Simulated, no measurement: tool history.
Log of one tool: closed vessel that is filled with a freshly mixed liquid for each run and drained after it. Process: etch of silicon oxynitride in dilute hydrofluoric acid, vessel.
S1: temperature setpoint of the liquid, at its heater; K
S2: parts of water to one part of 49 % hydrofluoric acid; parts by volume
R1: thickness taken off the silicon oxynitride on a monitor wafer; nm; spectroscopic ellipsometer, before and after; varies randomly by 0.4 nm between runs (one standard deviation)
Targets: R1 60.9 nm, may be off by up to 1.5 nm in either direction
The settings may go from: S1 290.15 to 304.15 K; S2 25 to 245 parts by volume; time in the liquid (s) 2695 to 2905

Run 1, hour 0: S1 296.15 K, S2 135 parts by volume, time in the liquid (s) 2695. Result: R1 23.787 nm.
Run 2, hour 8: S1 296.15 K, S2 95 parts by volume, time in the liquid (s) 2695. Result: R1 34.933 nm.
Run 3, hour 10.7: S1 298.65 K, S2 90 parts by volume, time in the liquid (s) 2695. Result: R1 41.525 nm.
Run 4, hour 17.8: S1 298.65 K, S2 90 parts by volume, time in the liquid (s) 2695. Result: R1 41.56 nm.
Run 5, hour 24.2: S1 300.15 K, S2 85 parts by volume, time in the liquid (s) 2695. Result: R1 47.393 nm.
Run 6, hour 27.5: S1 300.15 K, S2 85 parts by volume, time in the liquid (s) 2695. Result: R1 47.532 nm.
Run 7, hour 35.9: S1 301.15 K, S2 85 parts by volume, time in the liquid (s) 2695. Result: R1 49.743 nm.
Run 8, hour 40.2: S1 302.15 K, S2 85 parts by volume, time in the liquid (s) 2695. Result: R1 52.702 nm.
Run 9, hour 46.9: S1 302.65 K, S2 85 parts by volume, time in the liquid (s) 2695. Result: R1 53.24 nm.
Run 10, hour 56.8: S1 303.15 K, S2 85 parts by volume, time in the liquid (s) 2695. Result: R1 54.434 nm.
Run 11, hour 65.8: S1 304.15 K, S2 75 parts by volume, time in the liquid (s) 2695. Result: R1 64.66 nm.
Run 12, hour 70.9: S1 303.65 K, S2 75 parts by volume, time in the liquid (s) 2695. Result: R1 64.255 nm.
Run 13, hour 76.8: S1 303.15 K, S2 75 parts by volume, time in the liquid (s) 2695. Result: R1 62.653 nm.

Consider the 4 candidate settings below. Which is the only one whose results all fall within their allowed miss of target?
Run A, hour 82.7: S1 304.15 K, S2 85 parts by volume, time in the liquid (s) 2905. Result: R1 ?.
Run B, hour 82.7: S1 304.15 K, S2 80 parts by volume, time in the liquid (s) 2840. Result: R1 ?.
Run C, hour 82.7: S1 302.65 K, S2 85 parts by volume, time in the liquid (s) 2885. Result: R1 ?.
Run D, hour 82.7: S1 301.15 K, S2 75 parts by volume, time in the liquid (s) 2715. Result: R1 ?.

move      R1
   A  61.438
   B  64.202
   C  57.045
   D  57.456
A: all results land within tolerance of their targets
B: misses by more than the last run did
C: pushes the last run's worst result past its target
D: pushes the last run's worst result past its target
A is the move that brings every result within its allowed miss.
